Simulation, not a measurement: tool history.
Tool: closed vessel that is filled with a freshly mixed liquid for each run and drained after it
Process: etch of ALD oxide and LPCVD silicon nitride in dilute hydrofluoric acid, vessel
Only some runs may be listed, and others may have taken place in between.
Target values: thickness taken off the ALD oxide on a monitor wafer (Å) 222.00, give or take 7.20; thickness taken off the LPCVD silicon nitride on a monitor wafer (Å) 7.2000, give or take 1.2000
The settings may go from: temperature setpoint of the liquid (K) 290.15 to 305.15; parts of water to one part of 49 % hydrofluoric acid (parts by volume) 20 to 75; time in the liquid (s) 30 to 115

| run | day | temperature setpoint of the liquid (K) | parts of water to one part of 49 % hydrofluoric acid (parts by volume) | time in the liquid (s) | thickness taken off the ALD oxide on a monitor wafer (Å) | thickness taken off the LPCVD silicon nitride on a monitor wafer (Å) |
|---|---|---|---|---|---|---|
| 1 | 0.000 | 297.15 | 45 | 60 | 182.16 | 6.3357 |
| 2 | 0.038 | 297.15 | 55 | 60 | 146.57 | 5.0935 |
| 3 | 0.296 | 297.65 | 50 | 60 | 166.46 | 5.7814 |
| 4 | 0.346 | 298.65 | 50 | 60 | 174.89 | 6.4201 |
| 5 | 0.488 | 298.65 | 60 | 60 | 142.37 | 5.1615 |
| 6 | 0.733 | 299.15 | 55 | 60 | 161.30 | 5.9766 |
| 7 | 0.854 | 299.15 | 50 | 60 | 176.49 | 6.0002 |
| 8 | 0.900 | 300.15 | 50 | 60 | 183.72 | 5.9765 |
| 9 | 1.204 | 300.65 | 50 | 60 | 185.29 | 6.8000 |

Consider the 5 candidate settings below. Which is the only one whose results all fall within their allowed miss of target?
| A | 1.508 | 296.15 | 45 | 75 | ? | ? |
| B | 1.508 | 295.15 | 50 | 95 | ? | ? |
| C | 1.508 | 305.15 | 70 | 80 | ? | ? |
| D | 1.508 | 292.65 | 40 | 85 | ? | ? |
| E | 1.508 | 303.65 | 50 | 45 | ? | ? |

| move | thickness taken off the ALD oxide on a monitor wafer (Å) | thickness taken off the LPCVD silicon nitride on a monitor wafer (Å) |
|---|---|---|
| A | 220.63 | 6.3781 |
| B | 239.70 | 6.8087 |
| C | 208.78 | 7.9265 |
| D | 244.12 | 6.3645 |
| E | 160.11 | 5.6677 |
A: meets every target
B: pushes the last run's worst result past its target
C: gains on the last run, yet a result remains outside its allowed miss
D: pushes the last run's worst result past its target
E: moves away from the targets compared with the last run
A is the move that brings every result within its allowed miss.
